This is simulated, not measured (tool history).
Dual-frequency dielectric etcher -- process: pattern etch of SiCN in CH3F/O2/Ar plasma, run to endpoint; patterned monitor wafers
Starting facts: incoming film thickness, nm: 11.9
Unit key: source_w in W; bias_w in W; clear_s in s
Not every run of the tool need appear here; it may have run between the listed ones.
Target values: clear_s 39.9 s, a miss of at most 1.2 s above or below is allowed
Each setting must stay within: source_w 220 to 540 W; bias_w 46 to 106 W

Run 1, hour 0: source_w 380 W, bias_w 76 W. Result: clear_s 29.435 s.
Run 2, hour 2.6: source_w 350 W, bias_w 76 W. Result: clear_s 30.36 s.
Run 3, hour 5.4: source_w 310 W, bias_w 66 W. Result: clear_s 33.632 s.
Run 4, hour 9.8: source_w 310 W, bias_w 74 W. Result: clear_s 32.353 s.
Run 5, hour 11.1: source_w 310 W, bias_w 65 W. Result: clear_s 33.787 s.
Run 6, hour 16.6: source_w 280 W, bias_w 61 W. Result: clear_s 35.996 s.
Run 7, hour 22.7: source_w 260 W, bias_w 59 W. Result: clear_s 37.886 s.
Run 8, hour 29.3: source_w 250 W, bias_w 59 W. Result: clear_s 38.243 s.

Which one of the following 4 next-run settings gets every result inside its allowed miss? There is exactly one.
Run A, hour 35.9: source_w 270 W, bias_w 60 W. Result: clear_s ?.
Run B, hour 35.9: source_w 250 W, bias_w 63 W. Result: clear_s ?.
Run C, hour 35.9: source_w 260 W, bias_w 52 W. Result: clear_s ?.
Run D, hour 35.9: source_w 250 W, bias_w 62 W. Result: clear_s ?.

move  clear_s
   A   36.811
   B     37.4
   C   39.416
   D   37.623
A: lands further from the targets than the last run did
B: lands further from the targets than the last run did
C: all results in spec
D: lands further from the targets than the last run did
Move C is the one to make.

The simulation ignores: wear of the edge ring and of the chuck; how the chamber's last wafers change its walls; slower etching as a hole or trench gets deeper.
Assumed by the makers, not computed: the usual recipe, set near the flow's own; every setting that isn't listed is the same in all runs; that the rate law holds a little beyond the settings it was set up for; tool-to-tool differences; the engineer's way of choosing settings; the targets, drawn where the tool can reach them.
